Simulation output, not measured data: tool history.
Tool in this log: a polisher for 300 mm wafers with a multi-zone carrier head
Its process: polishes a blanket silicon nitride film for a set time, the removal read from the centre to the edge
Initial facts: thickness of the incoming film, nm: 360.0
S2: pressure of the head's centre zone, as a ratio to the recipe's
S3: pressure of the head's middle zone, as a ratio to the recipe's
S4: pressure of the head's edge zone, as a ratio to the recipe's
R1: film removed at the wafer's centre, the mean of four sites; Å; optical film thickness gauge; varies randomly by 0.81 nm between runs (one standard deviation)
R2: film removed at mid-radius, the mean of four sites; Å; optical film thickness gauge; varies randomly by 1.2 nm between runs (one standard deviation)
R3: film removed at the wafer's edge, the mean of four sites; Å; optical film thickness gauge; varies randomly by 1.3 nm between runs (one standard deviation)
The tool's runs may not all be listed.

{"run": 1, "day": 0.0, "flow of slurry (ml/min)": 165, "S2": 1.0, "S3": 1.0, "S4": 1.0, "polishing time (s)": 33, "R1": 667.44, "R2": 632.12, "R3": 673.97}
{"run": 2, "day": 0.288, "flow of slurry (ml/min)": 165, "S2": 1.0, "S3": 1.0, "S4": 1.06, "polishing time (s)": 33, "R1": 669.55, "R2": 652.27, "R3": 678.59}
{"run": 3, "day": 0.358, "flow of slurry (ml/min)": 165, "S2": 1.0, "S3": 0.93, "S4": 1.06, "polishing time (s)": 33, "R1": 673.45, "R2": 642.1, "R3": 674.25}
{"run": 4, "day": 0.575, "flow of slurry (ml/min)": 165, "S2": 0.96, "S3": 0.93, "S4": 1.06, "polishing time (s)": 33, "R1": 647.29, "R2": 631.49, "R3": 669.9}
{"run": 5, "day": 0.654, "flow of slurry (ml/min)": 165, "S2": 0.96, "S3": 0.9, "S4": 1.06, "polishing time (s)": 33, "R1": 650.34, "R2": 617.15, "R3": 676.62}
{"run": 6, "day": 0.892, "flow of slurry (ml/min)": 165, "S2": 0.92, "S3": 0.9, "S4": 1.06, "polishing time (s)": 33, "R1": 615.14, "R2": 601.64, "R3": 677.61}
{"run": 7, "day": 1.196, "flow of slurry (ml/min)": 170, "S2": 0.93, "S3": 0.96, "S4": 1.1, "polishing time (s)": 37, "R1": 719.96, "R2": 705.06, "R3": 791.64}
{"run": 8, "day": 1.317, "flow of slurry (ml/min)": 170, "S2": 0.93, "S3": 0.96, "S4": 1.1, "polishing time (s)": 37, "R1": 716.8, "R2": 721.23, "R3": 782.01}

For run 9, what comes out?
{"run": 9, "day": 1.642, "flow of slurry (ml/min)": 180, "S2": 0.93, "S3": 1.02, "S4": 1.13, "polishing time (s)": 39, "R1": "?", "R2": "?", "R3": "?"}

Run 9 produced R1 761.35 Å, R2 799.35 Å, R3 832.16 Å.

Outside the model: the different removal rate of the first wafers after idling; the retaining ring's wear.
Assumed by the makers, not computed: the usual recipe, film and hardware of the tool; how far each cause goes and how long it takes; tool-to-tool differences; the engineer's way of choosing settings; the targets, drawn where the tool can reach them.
